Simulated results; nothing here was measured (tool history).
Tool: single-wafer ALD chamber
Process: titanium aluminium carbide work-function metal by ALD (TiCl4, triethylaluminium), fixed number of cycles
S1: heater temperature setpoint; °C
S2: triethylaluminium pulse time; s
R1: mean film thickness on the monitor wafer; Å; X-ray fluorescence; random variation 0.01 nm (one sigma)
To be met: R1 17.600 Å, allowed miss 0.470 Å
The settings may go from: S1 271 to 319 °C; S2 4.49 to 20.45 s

run  hour   S1     S2      R1
  1   0.0  295  12.47  19.830
  2   7.0  295  10.97  19.332
  3  11.1  304  10.97  20.194
  4  16.8  300  10.19  19.647
  5  19.8  311  10.19  20.922
  6  21.6  315  10.19  21.057
  7  28.3  309   9.20  20.448
  8  29.5  305   8.48  19.623
     30.4  -- triethylaluminium bottle replaced
  9  30.4  303   8.07  20.150
 10  36.2  291  12.06  19.883
 11  40.2  288  10.75  19.198
 12  46.7  288  10.75  19.273
 13  52.1  285   9.71  18.872
 14  58.8  283   9.11  18.698
 15  63.9  271   6.59  16.626
 16  64.6  272   6.81  16.802
 17  68.3  273   7.00  17.116

4 next moves are on the table. One of them brings every result within its allowed miss. Which?
  A  72.0  281  14.66   ?
  B  72.0  287   9.90   ?
  C  72.0  275   8.62   ?
  D  72.0  284  10.45   ?

move      R1
   A  19.185
   B  19.358
   C  17.902
   D  19.144
A: takes the result that was furthest off past its target
B: takes the result that was furthest off past its target
C: meets every target
D: takes the result that was furthest off past its target
Move C is the one to make.
